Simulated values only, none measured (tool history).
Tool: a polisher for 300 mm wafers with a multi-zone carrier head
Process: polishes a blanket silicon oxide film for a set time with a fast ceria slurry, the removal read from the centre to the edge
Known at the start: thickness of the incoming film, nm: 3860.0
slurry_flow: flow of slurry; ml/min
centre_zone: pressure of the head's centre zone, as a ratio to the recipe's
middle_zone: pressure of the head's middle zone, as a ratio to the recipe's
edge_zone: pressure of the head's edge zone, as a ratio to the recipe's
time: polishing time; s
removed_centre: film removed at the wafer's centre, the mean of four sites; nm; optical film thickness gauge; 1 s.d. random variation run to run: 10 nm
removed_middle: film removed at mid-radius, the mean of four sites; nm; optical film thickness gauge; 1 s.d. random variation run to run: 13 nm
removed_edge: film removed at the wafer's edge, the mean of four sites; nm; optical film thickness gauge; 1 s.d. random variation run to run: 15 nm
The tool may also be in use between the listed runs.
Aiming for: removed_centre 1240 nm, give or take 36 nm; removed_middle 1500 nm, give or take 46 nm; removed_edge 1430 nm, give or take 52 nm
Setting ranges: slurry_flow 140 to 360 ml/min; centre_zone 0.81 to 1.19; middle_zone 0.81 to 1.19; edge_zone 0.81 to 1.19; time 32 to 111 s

run,day,slurry_flow,centre_zone,middle_zone,edge_zone,time,removed_centre,removed_middle,removed_edge
1,0,230,1,1,1,71,1171,1136.7,1163.1
2,0.112,240,0.99,1.03,1.03,72,1162,1204.6,1161.7
3,0.208,235,0.97,1.03,1.04,75,1179.4,1266.1,1221.3
4,0.4,235,0.96,1.03,1.06,77,1227.1,1314.9,1281
5,0.712,235,0.96,1.03,1.06,63,983,1052.1,1052.5
6,0.862,235,0.99,1.03,1.06,63,1045.5,1067,1046.9
7,1.067,265,0.93,1.13,1.16,83,1298.2,1501.6,1455.7
8,1.179,260,0.93,1.13,1.16,83,1289.5,1543.1,1450.6

Which single option among these 4 for the next run brings every result within its allowed miss of target? Just one does.
A,1.292,290,0.84,1.14,1.16,85,?,?,?
B,1.292,230,0.86,1.19,1.08,84,?,?,?
C,1.292,235,0.85,1.13,1.14,89,?,?,?
D,1.292,340,0.89,1.12,1.14,80,?,?,?

move,removed_centre,removed_middle,removed_edge
A,1244.7,1562.1,1491.3
B,1222.6,1567,1400.4
C,1286.4,1591.2,1525.7
D,1242.9,1467.1,1406.5
A: puts the biggest miss on target and leaves a different result outside tolerance
B: puts the biggest miss on target and leaves a different result outside tolerance
C: moves away from the targets compared with the last run
D: every result lands within tolerance
The right move is D.
